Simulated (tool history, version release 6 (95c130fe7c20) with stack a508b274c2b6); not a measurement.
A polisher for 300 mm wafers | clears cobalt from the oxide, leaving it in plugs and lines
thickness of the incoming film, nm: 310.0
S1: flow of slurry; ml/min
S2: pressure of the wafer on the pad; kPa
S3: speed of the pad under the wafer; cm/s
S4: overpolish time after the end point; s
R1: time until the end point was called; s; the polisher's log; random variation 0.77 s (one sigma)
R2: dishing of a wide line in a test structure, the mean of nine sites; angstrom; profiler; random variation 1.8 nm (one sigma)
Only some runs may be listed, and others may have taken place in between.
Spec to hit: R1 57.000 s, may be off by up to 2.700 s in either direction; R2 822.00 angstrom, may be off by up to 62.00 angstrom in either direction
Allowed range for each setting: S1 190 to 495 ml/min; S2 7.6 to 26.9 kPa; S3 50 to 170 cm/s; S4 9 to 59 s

run    day   S1    S2   S3  S4      R1      R2
  1  0.000  320  17.2  110  30  38.780  854.99
  2  0.208  320  13.8  110  30  47.635  795.53
  3  0.321  320  13.8  110  21  47.039  713.36
  4  0.425  320  13.1  110  26  50.796  778.20
  5  0.696  395  13.1  110  26  49.622  752.12
  6  1.058  395  13.1  124  26  44.209  793.93
  7  1.092  395  11.7  124  28  49.415  785.59
  8  1.300  395  11.0  124  30  51.104  805.26
  9  1.596  395   9.0  124  35  63.777  806.51

Which of these 5 next moves meets every target?
  A  1.892  380  7.6  136  41   ?   ?
  B  1.892  355  7.6  140  37   ?   ?
  C  1.892  495  7.6  158  41   ?   ?
  D  1.892  425  9.0  124  37   ?   ?
  E  1.892  410  7.6  128  30   ?   ?

move      R1      R2
   A  66.879  788.77
   B  65.298  768.92
   C  56.893  822.24
   D  62.130  781.04
   E  70.621  687.10
A: the biggest miss grows against the last run
B: the biggest miss grows against the last run
C: meets every target
D: nearer the targets than the last run, but a result is still out of spec
E: the biggest miss grows against the last run
C meets every target.
